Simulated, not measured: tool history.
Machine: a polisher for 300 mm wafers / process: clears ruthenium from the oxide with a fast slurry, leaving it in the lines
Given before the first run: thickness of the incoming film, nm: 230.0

run  hour  flow of slurry (ml/min)  pressure of the wafer on the pad (psi)  speed of the pad under the wafer (m/s)  abrasive content of the slurry  overpolish time after the end point (s)  time until the end point was called (s)  dishing of a wide line in a test structure (nm)
  1   0.0                      220                                     3.1                                    0.96                             1.0                                       28                                   62.760                                           90.364
  2   5.1                      220                                     2.9                                    0.96                             1.0                                       28                                   65.565                                           86.880
  3   9.9                      220                                     2.6                                    0.96                             1.0                                       28                                   71.298                                           80.420
  4  14.4                      220                                     2.6                                    1.10                             1.0                                       28                                   61.748                                           87.886
  5  18.9                      220                                     2.5                                    1.06                             1.0                                       28                                   65.436                                           83.340
  6  25.5                      220                                     2.4                                    1.02                             1.0                                       28                                   69.604                                           81.904

What will run 7 give?
  7  27.1                      220                                     2.3                                    0.98                             1.0                                       27                                        ?                                                ?

Run 7 gave time until the end point was called (s) 74.542, dishing of a wide line in a test structure (nm) 76.046.
